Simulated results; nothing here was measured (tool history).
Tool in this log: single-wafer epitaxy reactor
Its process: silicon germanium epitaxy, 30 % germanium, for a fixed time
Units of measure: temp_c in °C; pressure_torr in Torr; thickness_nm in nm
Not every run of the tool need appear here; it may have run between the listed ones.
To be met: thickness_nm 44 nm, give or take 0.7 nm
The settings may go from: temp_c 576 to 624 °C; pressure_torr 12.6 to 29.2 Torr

{"run": 1, "hour": 0.0, "temp_c": 600, "pressure_torr": 20.9, "thickness_nm": 57.5}
{"run": 2, "hour": 2.1, "temp_c": 596, "pressure_torr": 20.8, "thickness_nm": 53.76}
{"run": 3, "hour": 5.9, "temp_c": 587, "pressure_torr": 20.8, "thickness_nm": 45.745}
{"run": 4, "hour": 11.1, "temp_c": 597, "pressure_torr": 20.8, "thickness_nm": 54.742}
{"run": 5, "hour": 13.4, "temp_c": 597, "pressure_torr": 24.3, "thickness_nm": 57.193}
{"run": 6, "hour": 19.9, "temp_c": 593, "pressure_torr": 24.2, "thickness_nm": 52.804}
{"run": 7, "hour": 23.4, "temp_c": 590, "pressure_torr": 24.1, "thickness_nm": 50.579}
{"run": 8, "hour": 25.4, "temp_c": 588, "pressure_torr": 24.1, "thickness_nm": 48.357}
{"hour": 26.4, "done": "pyrometer calibrated"}
{"run": 9, "hour": 26.4, "temp_c": 587, "pressure_torr": 24.1, "thickness_nm": 50.236}
{"run": 10, "hour": 35.0, "temp_c": 584, "pressure_torr": 24, "thickness_nm": 47.607}

Next run, 4 choices. One meets every target within its allowed miss, the rest don't. Which?
{"run": "A", "hour": 43.6, "temp_c": 586, "pressure_torr": 23.8, "thickness_nm": "?"}
{"run": "B", "hour": 43.6, "temp_c": 581, "pressure_torr": 22.4, "thickness_nm": "?"}
{"run": "C", "hour": 43.6, "temp_c": 580, "pressure_torr": 21.3, "thickness_nm": "?"}
{"run": "D", "hour": 43.6, "temp_c": 581, "pressure_torr": 26.4, "thickness_nm": "?"}

move=A thickness_nm=49.31
move=B thickness_nm=44.288
move=C thickness_nm=42.899
move=D thickness_nm=46.364
A: moves away from the targets compared with the last run
B: each result inside its tolerance
C: pushes the last run's worst result past its target
D: gains on the last run, yet a result remains outside its allowed miss
B is the move that brings every result within its allowed miss.
